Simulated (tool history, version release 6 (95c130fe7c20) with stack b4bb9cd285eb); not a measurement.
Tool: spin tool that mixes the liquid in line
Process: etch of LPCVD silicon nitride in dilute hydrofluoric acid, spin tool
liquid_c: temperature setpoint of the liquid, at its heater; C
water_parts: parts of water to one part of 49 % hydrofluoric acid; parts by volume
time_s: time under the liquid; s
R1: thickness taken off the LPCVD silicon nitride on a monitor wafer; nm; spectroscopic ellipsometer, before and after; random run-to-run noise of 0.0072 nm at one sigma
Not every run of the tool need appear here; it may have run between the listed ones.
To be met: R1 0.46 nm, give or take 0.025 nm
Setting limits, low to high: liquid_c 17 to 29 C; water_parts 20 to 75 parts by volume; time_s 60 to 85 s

Run 1, day 0: liquid_c 21 C, water_parts 45 parts by volume, time_s 85 s. Result: R1 0.7819 nm.
Run 2, day 0.217: liquid_c 20 C, water_parts 50 parts by volume, time_s 85 s. Result: R1 0.65732 nm.
Run 3, day 0.571: liquid_c 19.5 C, water_parts 50 parts by volume, time_s 85 s. Result: R1 0.62222 nm.
Run 4, day 0.788: liquid_c 19 C, water_parts 50 parts by volume, time_s 85 s. Result: R1 0.60312 nm.
Run 5, day 0.85: liquid_c 22.5 C, water_parts 50 parts by volume, time_s 85 s. Result: R1 0.76573 nm.
Run 6, day 1.054: liquid_c 24 C, water_parts 50 parts by volume, time_s 85 s. Result: R1 0.86362 nm.
Run 7, day 1.233: liquid_c 22.5 C, water_parts 50 parts by volume, time_s 85 s. Result: R1 0.76779 nm.
Run 8, day 1.3: liquid_c 21.5 C, water_parts 50 parts by volume, time_s 85 s. Result: R1 0.72023 nm.
Run 9, day 1.404: liquid_c 20.5 C, water_parts 50 parts by volume, time_s 85 s. Result: R1 0.67828 nm.
Run 10, day 1.638: liquid_c 17 C, water_parts 60 parts by volume, time_s 80 s. Result: R1 0.41449 nm.

Below are 5 possible settings for the next run. Only one of them brings all results inside the allowed miss of their targets. Which is it?
Run A, day 1.871: liquid_c 17 C, water_parts 60 parts by volume, time_s 70 s. Result: R1 ?.
Run B, day 1.871: liquid_c 18.5 C, water_parts 60 parts by volume, time_s 80 s. Result: R1 ?.
Run C, day 1.871: liquid_c 18 C, water_parts 65 parts by volume, time_s 80 s. Result: R1 ?.
Run D, day 1.871: liquid_c 17.5 C, water_parts 65 parts by volume, time_s 75 s. Result: R1 ?.
Run E, day 1.871: liquid_c 17 C, water_parts 70 parts by volume, time_s 80 s. Result: R1 ?.

move       R1
   A  0.37827
   B  0.48044
   C   0.4292
   D  0.38848
   E  0.37229
A: its largest miss is bigger than the last run's
B: hits every target within its allowed miss
C: nearer the targets than the last run, but a result is still out of spec
D: its largest miss is bigger than the last run's
E: its largest miss is bigger than the last run's
B is the move that brings every result within its allowed miss.

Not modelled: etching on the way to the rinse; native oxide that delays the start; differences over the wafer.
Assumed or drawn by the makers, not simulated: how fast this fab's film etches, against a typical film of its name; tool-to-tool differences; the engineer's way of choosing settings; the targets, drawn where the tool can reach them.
